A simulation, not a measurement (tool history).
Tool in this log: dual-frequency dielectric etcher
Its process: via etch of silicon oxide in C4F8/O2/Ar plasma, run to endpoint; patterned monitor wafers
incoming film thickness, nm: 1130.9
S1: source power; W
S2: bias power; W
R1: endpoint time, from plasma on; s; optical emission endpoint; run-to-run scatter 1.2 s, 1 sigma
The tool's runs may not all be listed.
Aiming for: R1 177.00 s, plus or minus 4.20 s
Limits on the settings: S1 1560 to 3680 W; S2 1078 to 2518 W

Run 1, hour 0.0: S1 2620 W, S2 1798 W. Result: R1 199.98 s.
Run 2, hour 2.6: S1 2620 W, S2 1674 W. Result: R1 205.98 s.
Run 3, hour 3.8: S1 2790 W, S2 1674 W. Result: R1 200.71 s.
Run 4, hour 8.3: S1 2400 W, S2 1674 W. Result: R1 208.61 s.
Run 5, hour 11.4: S1 2190 W, S2 1674 W. Result: R1 217.55 s.
Run 6, hour 14.0: S1 2630 W, S2 1674 W. Result: R1 202.04 s.
Run 7, hour 17.0: S1 2800 W, S2 1713 W. Result: R1 198.99 s.
Run 8, hour 21.2: S1 2950 W, S2 1762 W. Result: R1 196.40 s.

Below are 4 possible settings for the next run. Only one of them brings all results inside the allowed miss of their targets. Which is it?
Run A, hour 25.4: S1 3680 W, S2 2424 W. Result: R1 ?.
Run B, hour 25.4: S1 3260 W, S2 1875 W. Result: R1 ?.
Run C, hour 25.4: S1 3040 W, S2 1915 W. Result: R1 ?.
Run D, hour 25.4: S1 3230 W, S2 2249 W. Result: R1 ?.

move      R1
   A  166.35
   B  185.43
   C  188.69
   D  177.25
A: carries the result that was furthest off beyond its target, to the other side
B: nearer than the last run, and not there yet
C: nearer than the last run, and not there yet
D: all results in spec
Answer: D
